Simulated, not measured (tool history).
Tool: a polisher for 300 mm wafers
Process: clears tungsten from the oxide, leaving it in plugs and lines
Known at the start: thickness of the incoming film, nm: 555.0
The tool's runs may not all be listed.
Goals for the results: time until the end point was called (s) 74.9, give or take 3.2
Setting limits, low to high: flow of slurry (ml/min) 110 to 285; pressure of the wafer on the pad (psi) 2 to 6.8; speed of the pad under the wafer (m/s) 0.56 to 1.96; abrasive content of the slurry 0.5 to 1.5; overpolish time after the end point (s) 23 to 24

run,day,flow of slurry (ml/min),pressure of the wafer on the pad (psi),speed of the pad under the wafer (m/s),abrasive content of the slurry,overpolish time after the end point (s),time until the end point was called (s)
1,0,180,4.4,1.26,1,23,105.23
2,0.371,180,4.6,1.26,1,23,103.16
3,0.746,180,4.8,1.26,1,23,99.979
4,0.833,180,4.8,1.26,0.9,23,100.62
5,0.971,180,4.8,1.26,1.05,23,98.524
6,1.133,180,5,1.26,1.05,23,95.128
7,1.183,180,5.1,1.26,1.05,23,92.731
8,1.246,180,5.2,1.26,1.05,23,92.894
9,1.533,180,5.3,1.26,1.05,23,90.857
10,1.604,180,5.4,1.26,1.05,23,89.243

Of the 4 settings listed for the next run, only one would bring every result within its allowed miss of target. Which one?
A,1.675,165,6.7,1.42,1.05,24,?
B,1.675,185,5.6,1.52,1.05,23,?
C,1.675,185,5.9,1.6,1.1,23,?
D,1.675,190,6.3,1.54,1.1,23,?

move,time until the end point was called (s)
A,68.796
B,74.174
C,67.592
D,65.927
A: the result that was furthest off in the last run now lies on the other side of its target
B: all results in spec
C: the result that was furthest off in the last run now lies on the other side of its target
D: the result that was furthest off in the last run now lies on the other side of its target
B meets every target.
